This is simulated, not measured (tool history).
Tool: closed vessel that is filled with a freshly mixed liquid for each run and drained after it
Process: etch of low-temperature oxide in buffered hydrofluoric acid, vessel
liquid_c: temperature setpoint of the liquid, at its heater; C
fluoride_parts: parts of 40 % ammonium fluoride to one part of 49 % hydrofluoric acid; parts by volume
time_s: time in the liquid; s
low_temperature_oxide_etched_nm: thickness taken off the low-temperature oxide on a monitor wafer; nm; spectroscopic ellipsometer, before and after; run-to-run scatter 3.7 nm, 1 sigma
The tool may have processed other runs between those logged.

run,hour,liquid_c,fluoride_parts,time_s,low_temperature_oxide_etched_nm
1,0,21,10,100,299.49
2,3.5,23.5,10,100,348.61
3,5.7,23.5,7.5,100,442.77
4,7.8,23,7.5,100,425.8
5,15.3,23,5,100,633.69
6,20,21.5,5.5,100,540.65
7,28.6,20.5,6,100,474.76
8,33.2,19.5,6,100,443.84
9,34.6,19,6,100,433.49

Estimate the outcome of run 10 from the log above:
10,37.9,19,6,100,?

low_temperature_oxide_etched_nm: 432.84 nm
